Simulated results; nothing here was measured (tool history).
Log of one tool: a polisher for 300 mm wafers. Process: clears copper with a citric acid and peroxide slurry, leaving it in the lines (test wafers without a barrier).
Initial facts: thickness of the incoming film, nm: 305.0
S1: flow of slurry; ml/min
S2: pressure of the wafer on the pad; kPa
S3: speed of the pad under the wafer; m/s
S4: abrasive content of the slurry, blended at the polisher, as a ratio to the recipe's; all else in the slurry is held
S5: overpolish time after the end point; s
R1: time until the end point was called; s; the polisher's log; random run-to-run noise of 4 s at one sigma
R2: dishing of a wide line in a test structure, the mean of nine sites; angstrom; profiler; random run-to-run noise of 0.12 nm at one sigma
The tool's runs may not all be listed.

{"run": 1, "hour": 0.0, "S1": 300, "S2": 16.5, "S3": 1, "S4": 1, "S5": 15, "R1": 172.63, "R2": 195.67}
{"run": 2, "hour": 4.7, "S1": 295, "S2": 14.5, "S3": 0.92, "S4": 1, "S5": 16, "R1": 211.95, "R2": 170.52}
{"run": 3, "hour": 13.4, "S1": 290, "S2": 13.1, "S3": 0.86, "S4": 1, "S5": 17, "R1": 244.84, "R2": 155.39}
{"run": 4, "hour": 17.0, "S1": 290, "S2": 13.1, "S3": 0.74, "S4": 1, "S5": 17, "R1": 278.71, "R2": 139}
{"run": 5, "hour": 19.7, "S1": 290, "S2": 11.7, "S3": 0.72, "S4": 1, "S5": 18, "R1": 316.74, "R2": 129.71}
{"run": 6, "hour": 28.4, "S1": 290, "S2": 11.7, "S3": 0.72, "S4": 1, "S5": 16, "R1": 314.69, "R2": 115.5}
{"run": 7, "hour": 34.0, "S1": 290, "S2": 11.7, "S3": 0.72, "S4": 1, "S5": 16, "R1": 315.87, "R2": 116.17}
{"run": 8, "hour": 42.7, "S1": 290, "S2": 11, "S3": 0.7, "S4": 1, "S5": 17, "R1": 339.82, "R2": 113.51}
{"run": 9, "hour": 49.2, "S1": 290, "S2": 11, "S3": 0.7, "S4": 1, "S5": 17, "R1": 336.98, "R2": 113.79}

The next listed run, before its measurement:
{"run": 10, "hour": 58.1, "S1": 290, "S2": 10.3, "S3": 0.7, "S4": 1, "S5": 18, "R1": "?", "R2": "?"}

{"run 10": {"R1": 369.28, "R2": 112.85}}
